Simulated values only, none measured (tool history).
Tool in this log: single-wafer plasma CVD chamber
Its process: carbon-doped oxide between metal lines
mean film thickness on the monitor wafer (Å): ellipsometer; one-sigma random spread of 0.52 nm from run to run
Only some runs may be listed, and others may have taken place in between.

| run | hour | heater temperature setpoint (deg C) | chamber pressure (mTorr) | RF power (kW) | deposition time (s) | mean film thickness on the monitor wafer (Å) |
|---|---|---|---|---|---|---|
| 1 | 0.0 | 345 | 3760 | 0.615 | 18.8 | 1044.1 |
| 2 | 2.0 | 345 | 3760 | 0.615 | 18.8 | 1054.4 |
| 3 | 7.8 | 343 | 3880 | 0.645 | 18.8 | 1102.2 |
| 4 | 11.1 | 341 | 4040 | 0.660 | 18.8 | 1132.5 |
| 5 | 14.4 | 341 | 4040 | 0.615 | 18.8 | 1065.8 |
| 6 | 21.9 | 347 | 4040 | 0.615 | 18.8 | 1048.9 |
| 7 | 26.5 | 345 | 4110 | 0.640 | 18.8 | 1094.4 |

Expected results for the next run?
| 8 | 29.1 | 344 | 4200 | 0.660 | 18.8 | ? |

{"run 8": {"mean film thickness on the monitor wafer (Å)": 1134.4}}
